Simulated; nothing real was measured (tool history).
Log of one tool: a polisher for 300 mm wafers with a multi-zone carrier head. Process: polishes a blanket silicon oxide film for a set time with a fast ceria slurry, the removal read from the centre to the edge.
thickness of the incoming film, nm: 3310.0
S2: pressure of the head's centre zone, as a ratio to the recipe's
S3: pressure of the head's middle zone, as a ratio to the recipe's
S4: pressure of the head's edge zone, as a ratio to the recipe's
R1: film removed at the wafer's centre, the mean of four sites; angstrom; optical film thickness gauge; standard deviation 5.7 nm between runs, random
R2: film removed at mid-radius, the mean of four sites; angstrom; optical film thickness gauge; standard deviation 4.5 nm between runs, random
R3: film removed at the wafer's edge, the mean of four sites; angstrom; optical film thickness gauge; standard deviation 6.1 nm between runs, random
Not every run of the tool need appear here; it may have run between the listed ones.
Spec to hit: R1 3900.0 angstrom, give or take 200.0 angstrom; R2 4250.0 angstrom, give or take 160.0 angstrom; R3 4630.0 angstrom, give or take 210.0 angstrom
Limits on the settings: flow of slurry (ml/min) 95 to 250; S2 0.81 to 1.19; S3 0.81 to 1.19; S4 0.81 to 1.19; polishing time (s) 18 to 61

Run 1, hour 0.0: flow of slurry (ml/min) 160, S2 1.00, S3 1.00, S4 1.00, polishing time (s) 39. Result: R1 5007.8 angstrom, R2 5396.2 angstrom, R3 5161.8 angstrom.
Run 2, hour 6.5: flow of slurry (ml/min) 150, S2 0.96, S3 0.96, S4 1.00, polishing time (s) 38. Result: R1 4743.8 angstrom, R2 4904.0 angstrom, R3 5070.7 angstrom.
Run 3, hour 11.5: flow of slurry (ml/min) 185, S2 0.96, S3 0.96, S4 1.00, polishing time (s) 38. Result: R1 5002.3 angstrom, R2 5091.9 angstrom, R3 5084.6 angstrom.
Run 4, hour 13.2: flow of slurry (ml/min) 185, S2 1.02, S3 0.96, S4 1.00, polishing time (s) 38. Result: R1 5283.8 angstrom, R2 5121.0 angstrom, R3 5216.7 angstrom.
Run 5, hour 17.8: flow of slurry (ml/min) 170, S2 0.96, S3 0.95, S4 1.01, polishing time (s) 37. Result: R1 4693.0 angstrom, R2 4879.0 angstrom, R3 4992.1 angstrom.
Run 6, hour 24.4: flow of slurry (ml/min) 160, S2 0.93, S3 0.93, S4 1.01, polishing time (s) 36. Result: R1 4512.4 angstrom, R2 4512.3 angstrom, R3 4768.9 angstrom.
Run 7, hour 26.5: flow of slurry (ml/min) 150, S2 0.90, S3 0.93, S4 1.03, polishing time (s) 36. Result: R1 4348.0 angstrom, R2 4535.9 angstrom, R3 4709.4 angstrom.
Run 8, hour 27.1: flow of slurry (ml/min) 135, S2 0.88, S3 0.92, S4 1.05, polishing time (s) 36. Result: R1 4096.8 angstrom, R2 4432.3 angstrom, R3 4776.0 angstrom.

Which one of the following 4 next-run settings gets every result inside its allowed miss? There is exactly one.
Run A, hour 27.7: flow of slurry (ml/min) 150, S2 0.82, S3 0.86, S4 0.97, polishing time (s) 36. Result: R1 ?, R2 ?, R3 ?.
Run B, hour 27.7: flow of slurry (ml/min) 135, S2 0.86, S3 1.02, S4 1.04, polishing time (s) 35. Result: R1 ?, R2 ?, R3 ?.
Run C, hour 27.7: flow of slurry (ml/min) 95, S2 0.85, S3 0.86, S4 1.18, polishing time (s) 39. Result: R1 ?, R2 ?, R3 ?.
Run D, hour 27.7: flow of slurry (ml/min) 110, S2 0.81, S3 0.89, S4 1.12, polishing time (s) 40. Result: R1 ?, R2 ?, R3 ?.

move      R1      R2      R3
   A  3799.5  4264.0  4683.1
   B  3802.3  4693.8  4638.8
   C  3863.9  4229.8  5261.0
   D  3911.2  4604.2  5363.2
A: all results in spec
B: the biggest miss grows against the last run
C: brings the last run's worst result on target, with another outside its allowed miss
D: the biggest miss grows against the last run
Correct choice: A, which meets every target
